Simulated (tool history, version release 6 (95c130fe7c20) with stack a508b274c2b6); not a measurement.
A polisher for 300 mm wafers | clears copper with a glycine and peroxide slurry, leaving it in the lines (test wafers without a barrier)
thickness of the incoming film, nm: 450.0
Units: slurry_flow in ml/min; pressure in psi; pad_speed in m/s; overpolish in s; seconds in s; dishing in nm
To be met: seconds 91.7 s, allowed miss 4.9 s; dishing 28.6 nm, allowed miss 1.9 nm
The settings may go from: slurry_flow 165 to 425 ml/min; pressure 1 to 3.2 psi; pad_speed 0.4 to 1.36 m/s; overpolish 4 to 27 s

| run | hour | slurry_flow | pressure | pad_speed | overpolish | seconds | dishing |
|---|---|---|---|---|---|---|---|
| 1 | 0 | 275 | 2.1 | 0.88 | 14 | 126.29 | 29.048 |
| 2 | 5.1 | 275 | 2.3 | 0.9 | 13 | 118.42 | 28.986 |
| 3 | 12 | 275 | 2.5 | 0.92 | 12 | 111.9 | 28.469 |
| 4 | 16 | 275 | 2.6 | 0.94 | 11 | 102.87 | 28.791 |
| 5 | 21.6 | 275 | 2.6 | 0.94 | 7 | 102.65 | 21.515 |
| 6 | 25.8 | 275 | 2.9 | 0.94 | 7 | 93.54 | 22.194 |
| 7 | 31.7 | 275 | 2.9 | 0.94 | 8 | 92.269 | 24.73 |
| 8 | 36 | 275 | 2.9 | 0.94 | 9 | 91.486 | 26.746 |

4 next moves are on the table. One of them brings every result within its allowed miss. Which?
| A | 40.3 | 240 | 2.9 | 1 | 8 | ? | ? |
| B | 40.3 | 275 | 3 | 0.94 | 8 | ? | ? |
| C | 40.3 | 275 | 2.9 | 0.98 | 10 | ? | ? |
| D | 40.3 | 265 | 2.8 | 0.96 | 8 | ? | ? |

| move | seconds | dishing |
|---|---|---|
| A | 93.301 | 23.911 |
| B | 93.986 | 23.855 |
| C | 93.384 | 27.552 |
| D | 98.166 | 23.145 |
A: further off than the last run
B: further off than the last run
C: meets every target
D: further off than the last run
The right move is C.
